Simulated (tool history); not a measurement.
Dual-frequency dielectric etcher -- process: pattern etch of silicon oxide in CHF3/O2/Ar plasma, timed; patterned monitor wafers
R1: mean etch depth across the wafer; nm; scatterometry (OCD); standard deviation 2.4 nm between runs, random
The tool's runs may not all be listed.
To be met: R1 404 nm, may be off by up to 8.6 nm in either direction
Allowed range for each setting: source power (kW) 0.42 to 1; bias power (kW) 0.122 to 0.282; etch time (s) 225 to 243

run 1 hour=0 | source_power_(kW)=0.71 bias_power_(kW)=0.202 etch_time_(s)=243 | R1=536.97
run 2 hour=1.2 | source_power_(kW)=0.71 bias_power_(kW)=0.188 etch_time_(s)=243 | R1=523.87
run 3 hour=7.8 | source_power_(kW)=0.71 bias_power_(kW)=0.21 etch_time_(s)=243 | R1=539.21
run 4 hour=11.8 | source_power_(kW)=0.71 bias_power_(kW)=0.21 etch_time_(s)=225 | R1=498.57
run 5 hour=17.1 | source_power_(kW)=0.71 bias_power_(kW)=0.179 etch_time_(s)=225 | R1=476.21
run 6 hour=21.9 | source_power_(kW)=0.66 bias_power_(kW)=0.175 etch_time_(s)=225 | R1=460.99
run 7 hour=25.4 | source_power_(kW)=0.62 bias_power_(kW)=0.173 etch_time_(s)=225 | R1=444.34
run 8 hour=31 | source_power_(kW)=0.62 bias_power_(kW)=0.173 etch_time_(s)=225 | R1=452.49
run 9 hour=39.1 | source_power_(kW)=0.58 bias_power_(kW)=0.17 etch_time_(s)=225 | R1=435.36
run 10 hour=45.1 | source_power_(kW)=0.56 bias_power_(kW)=0.169 etch_time_(s)=225 | R1=427.47
run 11 hour=50.9 | source_power_(kW)=0.56 bias_power_(kW)=0.169 etch_time_(s)=225 | R1=430.18
run 12 hour=52 | source_power_(kW)=0.54 bias_power_(kW)=0.168 etch_time_(s)=225 | R1=421.4
run 13 hour=58.8 | source_power_(kW)=0.53 bias_power_(kW)=0.167 etch_time_(s)=225 | R1=418.46

Next run, 5 choices. One meets every target within its allowed miss, the rest don't. Which?
run A hour=65.6 | source_power_(kW)=0.5 bias_power_(kW)=0.18 etch_time_(s)=228.5 | R1=?
run B hour=65.6 | source_power_(kW)=0.45 bias_power_(kW)=0.162 etch_time_(s)=233.5 | R1=?
run C hour=65.6 | source_power_(kW)=0.51 bias_power_(kW)=0.175 etch_time_(s)=225 | R1=?
run D hour=65.6 | source_power_(kW)=0.54 bias_power_(kW)=0.148 etch_time_(s)=239.5 | R1=?
run E hour=65.6 | source_power_(kW)=0.45 bias_power_(kW)=0.173 etch_time_(s)=238 | R1=?

move=A R1=425.42
move=B R1=403.35
move=C R1=417.8
move=D R1=428.83
move=E R1=420.64
A: its largest miss is bigger than the last run's
B: all results land within tolerance of their targets
C: about the same distance from the targets as the last run
D: its largest miss is bigger than the last run's
E: its largest miss is bigger than the last run's
B meets every target.

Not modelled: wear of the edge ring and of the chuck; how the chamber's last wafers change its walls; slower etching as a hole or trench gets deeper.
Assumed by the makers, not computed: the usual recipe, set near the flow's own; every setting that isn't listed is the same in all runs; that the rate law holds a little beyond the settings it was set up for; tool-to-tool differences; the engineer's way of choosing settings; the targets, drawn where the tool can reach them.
